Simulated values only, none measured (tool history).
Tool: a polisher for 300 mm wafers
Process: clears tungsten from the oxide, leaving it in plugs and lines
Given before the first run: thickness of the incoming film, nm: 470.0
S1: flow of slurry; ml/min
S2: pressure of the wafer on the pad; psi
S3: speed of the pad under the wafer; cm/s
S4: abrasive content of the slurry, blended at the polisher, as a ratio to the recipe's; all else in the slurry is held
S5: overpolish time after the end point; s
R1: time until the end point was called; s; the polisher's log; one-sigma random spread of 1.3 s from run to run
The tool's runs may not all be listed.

run  hour   S1   S2   S3   S4  S5      R1
  1     0  150    4  134    1  14  82.333
  2     5  150  3.7  134    1  14  87.666
  3  11.6  150  3.4  134    1  14  94.358
  4  16.7  150  3.4  134  1.1  14  93.429
  5  20.3  150    3  134  1.1  14  104.18
  6  29.1  150  2.9  134  1.1  14  107.88
  7  31.5  150  2.8  134  1.1  14  110.03

Run 8 is up next; what results do you expect?
  8  37.4  150  2.7  134  1.1  14   ?

For run 8 the tool returned R1 113.11 s.
